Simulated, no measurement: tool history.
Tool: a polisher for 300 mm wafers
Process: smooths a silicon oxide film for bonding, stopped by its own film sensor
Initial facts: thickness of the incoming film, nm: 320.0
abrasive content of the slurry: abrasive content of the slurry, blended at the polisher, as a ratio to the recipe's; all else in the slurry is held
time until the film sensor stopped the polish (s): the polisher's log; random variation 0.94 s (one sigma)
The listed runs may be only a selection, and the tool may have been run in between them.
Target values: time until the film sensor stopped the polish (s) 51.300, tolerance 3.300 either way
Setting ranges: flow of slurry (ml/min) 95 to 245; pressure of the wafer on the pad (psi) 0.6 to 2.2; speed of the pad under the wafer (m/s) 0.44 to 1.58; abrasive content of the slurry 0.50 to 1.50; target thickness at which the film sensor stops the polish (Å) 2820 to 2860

| run | hour | flow of slurry (ml/min) | pressure of the wafer on the pad (psi) | speed of the pad under the wafer (m/s) | abrasive content of the slurry | target thickness at which the film sensor stops the polish (Å) | time until the film sensor stopped the polish (s) |
|---|---|---|---|---|---|---|---|
| 1 | 0.0 | 155 | 1.4 | 1.00 | 1.00 | 2820 | 92.353 |
| 2 | 6.8 | 155 | 1.6 | 1.02 | 1.00 | 2820 | 81.508 |
| 3 | 15.3 | 155 | 1.6 | 1.26 | 1.00 | 2820 | 69.158 |
| 4 | 19.0 | 155 | 1.6 | 1.26 | 1.10 | 2820 | 62.760 |
| 5 | 25.7 | 155 | 1.6 | 1.26 | 1.00 | 2820 | 67.631 |
| 6 | 31.3 | 155 | 1.7 | 1.26 | 1.00 | 2820 | 62.922 |
| 7 | 34.3 | 155 | 1.7 | 1.26 | 1.00 | 2820 | 62.410 |
| 8 | 40.8 | 155 | 1.8 | 1.28 | 1.00 | 2820 | 59.094 |
| 9 | 49.6 | 155 | 1.9 | 1.30 | 1.00 | 2820 | 55.664 |

Which of these 5 next moves meets every target?
| A | 58.4 | 160 | 1.9 | 1.24 | 0.95 | 2820 | ? |
| B | 58.4 | 175 | 1.7 | 1.40 | 0.95 | 2860 | ? |
| C | 58.4 | 235 | 1.8 | 1.36 | 0.80 | 2820 | ? |
| D | 58.4 | 180 | 1.8 | 1.24 | 1.10 | 2820 | ? |
| E | 58.4 | 190 | 1.9 | 1.30 | 0.75 | 2820 | ? |

| move | time until the film sensor stopped the polish (s) |
|---|---|
| A | 60.883 |
| B | 54.278 |
| C | 60.887 |
| D | 59.071 |
| E | 63.398 |
A: moves away from the targets compared with the last run
B: every result within its allowed miss
C: moves away from the targets compared with the last run
D: moves away from the targets compared with the last run
E: moves away from the targets compared with the last run
So the answer is move B, the one that meets all the targets.

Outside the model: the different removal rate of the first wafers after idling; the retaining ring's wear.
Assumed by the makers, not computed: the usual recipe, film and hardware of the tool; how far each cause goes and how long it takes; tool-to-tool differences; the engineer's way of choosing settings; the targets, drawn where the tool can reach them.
